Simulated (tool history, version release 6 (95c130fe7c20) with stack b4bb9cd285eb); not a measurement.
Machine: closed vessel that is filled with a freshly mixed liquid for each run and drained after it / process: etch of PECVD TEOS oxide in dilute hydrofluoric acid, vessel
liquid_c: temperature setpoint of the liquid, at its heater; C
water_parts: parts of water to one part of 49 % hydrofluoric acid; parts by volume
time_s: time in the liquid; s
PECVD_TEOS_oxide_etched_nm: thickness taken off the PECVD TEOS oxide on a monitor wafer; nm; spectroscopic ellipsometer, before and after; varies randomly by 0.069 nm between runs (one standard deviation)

| run | hour | liquid_c | water_parts | time_s | PECVD_TEOS_oxide_etched_nm |
|---|---|---|---|---|---|
| 1 | 0.0 | 24.0 | 85 | 40 | 5.9718 |
| 2 | 2.9 | 24.0 | 85 | 40 | 5.9965 |
| 3 | 5.2 | 24.0 | 75 | 40 | 6.8053 |
| 4 | 8.1 | 26.5 | 75 | 40 | 7.5419 |
| 5 | 12.1 | 26.5 | 75 | 30 | 5.6986 |
| 6 | 18.2 | 26.5 | 85 | 30 | 4.9520 |
| 7 | 21.7 | 26.5 | 70 | 30 | 6.1047 |

For run 8, what comes out?
| 8 | 29.7 | 30.5 | 40 | 30 | ? |

Run 8 came out at PECVD_TEOS_oxide_etched_nm 13.1090 nm.

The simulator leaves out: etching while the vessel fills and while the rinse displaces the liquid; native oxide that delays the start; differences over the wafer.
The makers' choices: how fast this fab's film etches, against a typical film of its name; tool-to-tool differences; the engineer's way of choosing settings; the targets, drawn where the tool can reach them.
